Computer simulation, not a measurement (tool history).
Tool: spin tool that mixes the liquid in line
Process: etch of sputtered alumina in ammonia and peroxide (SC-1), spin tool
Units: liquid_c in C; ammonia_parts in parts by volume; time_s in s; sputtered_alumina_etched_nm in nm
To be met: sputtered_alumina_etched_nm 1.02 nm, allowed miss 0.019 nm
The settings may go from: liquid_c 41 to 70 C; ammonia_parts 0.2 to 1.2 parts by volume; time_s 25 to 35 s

run 1 day=0 | liquid_c=57 ammonia_parts=0.9 time_s=35 | sputtered_alumina_etched_nm=2.4594
run 2 day=0.183 | liquid_c=57 ammonia_parts=0.7 time_s=35 | sputtered_alumina_etched_nm=2.3999
run 3 day=0.3 | liquid_c=57 ammonia_parts=0.7 time_s=35 | sputtered_alumina_etched_nm=2.3991
run 4 day=0.388 | liquid_c=55 ammonia_parts=0.7 time_s=35 | sputtered_alumina_etched_nm=2.1466
run 5 day=0.617 | liquid_c=55 ammonia_parts=0.4 time_s=35 | sputtered_alumina_etched_nm=2.0518
run 6 day=0.729 | liquid_c=53.5 ammonia_parts=0.4 time_s=35 | sputtered_alumina_etched_nm=1.8661
run 7 day=0.783 | liquid_c=53.5 ammonia_parts=0.4 time_s=35 | sputtered_alumina_etched_nm=1.8945
run 8 day=1.033 | liquid_c=52 ammonia_parts=0.4 time_s=35 | sputtered_alumina_etched_nm=1.7405
run 9 day=1.321 | liquid_c=51 ammonia_parts=0.4 time_s=35 | sputtered_alumina_etched_nm=1.6518
run 10 day=1.446 | liquid_c=50 ammonia_parts=0.4 time_s=35 | sputtered_alumina_etched_nm=1.5583
run 11 day=1.675 | liquid_c=49 ammonia_parts=0.4 time_s=35 | sputtered_alumina_etched_nm=1.4798
run 12 day=1.888 | liquid_c=48 ammonia_parts=0.4 time_s=35 | sputtered_alumina_etched_nm=1.3995
run 13 day=2.25 | liquid_c=47.5 ammonia_parts=0.4 time_s=35 | sputtered_alumina_etched_nm=1.351
run 14 day=2.592 | liquid_c=47 ammonia_parts=0.4 time_s=35 | sputtered_alumina_etched_nm=1.3224
run 15 day=2.642 | liquid_c=47 ammonia_parts=0.4 time_s=35 | sputtered_alumina_etched_nm=1.3177
run 16 day=2.879 | liquid_c=46.5 ammonia_parts=0.4 time_s=35 | sputtered_alumina_etched_nm=1.2743

Which of these 4 next moves meets every target?
run A day=3.117 | liquid_c=48.5 ammonia_parts=0.35 time_s=25 | sputtered_alumina_etched_nm=?
run B day=3.117 | liquid_c=54 ammonia_parts=0.2 time_s=35 | sputtered_alumina_etched_nm=?
run C day=3.117 | liquid_c=48.5 ammonia_parts=0.4 time_s=35 | sputtered_alumina_etched_nm=?
run D day=3.117 | liquid_c=46 ammonia_parts=0.35 time_s=25 | sputtered_alumina_etched_nm=?

move=A sputtered_alumina_etched_nm=1.0106
move=B sputtered_alumina_etched_nm=1.811
move=C sputtered_alumina_etched_nm=1.433
move=D sputtered_alumina_etched_nm=0.87842
A: meets every target
B: further off than the last run
C: further off than the last run
D: takes the result that was furthest off past its target
Answer: A

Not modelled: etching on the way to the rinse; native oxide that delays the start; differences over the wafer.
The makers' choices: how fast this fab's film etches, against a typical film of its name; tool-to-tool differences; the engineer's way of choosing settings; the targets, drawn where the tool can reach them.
